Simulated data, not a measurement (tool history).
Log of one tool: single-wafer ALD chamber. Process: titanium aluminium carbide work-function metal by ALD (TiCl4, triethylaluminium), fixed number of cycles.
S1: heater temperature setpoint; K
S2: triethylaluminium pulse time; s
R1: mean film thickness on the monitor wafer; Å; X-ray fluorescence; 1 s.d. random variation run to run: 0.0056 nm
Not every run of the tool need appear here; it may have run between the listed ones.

{"run": 1, "hour": 0.0, "S1": 553.15, "S2": 14.93, "R1": 18.46}
{"run": 2, "hour": 8.8, "S1": 558.15, "S2": 14.93, "R1": 18.709}
{"run": 3, "hour": 13.9, "S1": 552.15, "S2": 14.93, "R1": 18.223}
{"run": 4, "hour": 15.4, "S1": 549.15, "S2": 14.13, "R1": 17.967}
{"run": 5, "hour": 21.1, "S1": 546.15, "S2": 13.42, "R1": 17.676}
{"run": 6, "hour": 27.8, "S1": 553.15, "S2": 13.42, "R1": 18.307}
{"run": 7, "hour": 32.3, "S1": 550.15, "S2": 12.52, "R1": 17.892}

The next listed run, before its measurement:
{"run": 8, "hour": 35.4, "S1": 547.15, "S2": 12.1, "R1": "?"}

For run 8 the tool returned R1 17.669 Å.

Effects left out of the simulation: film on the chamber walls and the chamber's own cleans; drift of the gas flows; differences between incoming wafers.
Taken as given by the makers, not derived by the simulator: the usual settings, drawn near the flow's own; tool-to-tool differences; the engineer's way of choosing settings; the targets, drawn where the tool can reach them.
